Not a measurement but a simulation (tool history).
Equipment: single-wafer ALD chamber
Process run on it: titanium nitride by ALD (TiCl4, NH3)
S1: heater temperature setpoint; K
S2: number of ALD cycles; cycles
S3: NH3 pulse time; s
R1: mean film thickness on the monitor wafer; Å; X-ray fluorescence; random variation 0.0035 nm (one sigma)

| run | hour | S1 | S2 | S3 | R1 |
|---|---|---|---|---|---|
| 1 | 0.0 | 668.15 | 45 | 1.46 | 11.268 |
| 2 | 4.1 | 664.15 | 45 | 1.30 | 11.004 |
| 3 | 7.9 | 662.15 | 45 | 1.21 | 10.904 |
| 4 | 15.4 | 662.15 | 45 | 1.21 | 10.947 |
| 5 | 17.1 | 662.15 | 45 | 1.21 | 10.936 |
| 6 | 20.6 | 662.15 | 45 | 1.21 | 10.960 |
| 7 | 23.1 | 660.15 | 45 | 1.11 | 10.820 |

The next listed run, before its measurement:
| 8 | 30.3 | 658.15 | 45 | 1.04 | ? |

Run 8 measured R1 10.605 Å.
